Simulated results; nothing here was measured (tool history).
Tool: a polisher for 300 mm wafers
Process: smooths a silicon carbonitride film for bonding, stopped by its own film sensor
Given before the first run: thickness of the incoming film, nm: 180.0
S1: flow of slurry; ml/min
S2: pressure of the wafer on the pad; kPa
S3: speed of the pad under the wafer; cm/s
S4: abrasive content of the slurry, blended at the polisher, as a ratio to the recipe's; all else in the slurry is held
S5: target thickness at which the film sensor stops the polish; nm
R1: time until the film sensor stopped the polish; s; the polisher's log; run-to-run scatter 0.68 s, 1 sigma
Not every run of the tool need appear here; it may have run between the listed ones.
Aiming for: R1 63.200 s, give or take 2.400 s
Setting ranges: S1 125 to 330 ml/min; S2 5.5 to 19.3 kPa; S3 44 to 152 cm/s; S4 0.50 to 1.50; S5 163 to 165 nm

run  hour   S1    S2   S3    S4   S5       R1
  1   0.0  210  12.4   98  1.00  163   85.667
  2   4.9  210  12.4   98  0.85  163   92.478
  3  13.4  210   9.7   98  0.85  163  117.070
  4  15.5  210  11.7  100  0.85  163   96.233
  5  20.0  210  13.1  100  0.85  163   86.493
  6  27.2  210  14.5  100  0.85  163   79.641
  7  31.5  210  15.2  100  0.85  163   75.053
  8  38.8  210  15.9  100  0.85  163   71.407
  9  45.1  210  16.5  100  0.85  163   69.197

Exactly one of the 4 candidate moves below puts every result within its allowed miss. Which one?
  A  51.4  210  15.9  90  0.95  164   ?
  B  51.4  220  15.9  94  0.80  163   ?
  C  51.4  170  15.9  98  0.95  165   ?
  D  51.4  240  15.2  88  0.95  163   ?

move      R1
   A  68.476
   B  76.161
   C  62.148
   D  76.183
A: closes in on the targets versus the last run, not all within tolerance yet
B: lands further from the targets than the last run did
C: every result within its allowed miss
D: lands further from the targets than the last run did
The right move is C.

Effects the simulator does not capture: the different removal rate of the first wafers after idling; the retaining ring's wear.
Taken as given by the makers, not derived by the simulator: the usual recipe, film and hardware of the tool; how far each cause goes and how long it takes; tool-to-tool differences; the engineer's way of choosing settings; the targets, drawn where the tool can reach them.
